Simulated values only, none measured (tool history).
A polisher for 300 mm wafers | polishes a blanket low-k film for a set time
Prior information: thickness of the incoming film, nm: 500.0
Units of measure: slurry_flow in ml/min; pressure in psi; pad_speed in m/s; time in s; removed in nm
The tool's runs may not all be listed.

| run | day | slurry_flow | pressure | pad_speed | slurry_solids | time | removed |
|---|---|---|---|---|---|---|---|
| 1 | 0.000 | 300 | 1.4 | 0.84 | 1.0 | 108 | 29.276 |
| 2 | 0.262 | 300 | 1.4 | 0.84 | 0.9 | 108 | 27.669 |
| 3 | 0.388 | 300 | 1.6 | 0.84 | 0.9 | 108 | 31.889 |
| 4 | 0.575 | 300 | 1.5 | 0.84 | 0.9 | 108 | 29.867 |
| 5 | 0.771 | 300 | 1.7 | 0.84 | 0.9 | 108 | 34.117 |
| 6 | 0.933 | 300 | 1.7 | 0.84 | 0.9 | 108 | 34.357 |
| 7 | 1.062 | 300 | 1.8 | 0.84 | 0.9 | 108 | 35.720 |
| 8 | 1.175 | 300 | 1.9 | 0.86 | 0.9 | 108 | 38.877 |
| 9 | 1.479 | 300 | 2.0 | 0.88 | 0.9 | 108 | 41.213 |

Run 10 has not been measured yet. What should we expect?
| 10 | 1.621 | 300 | 2.0 | 0.90 | 0.9 | 108 | ? |

removed: 42.039 nm
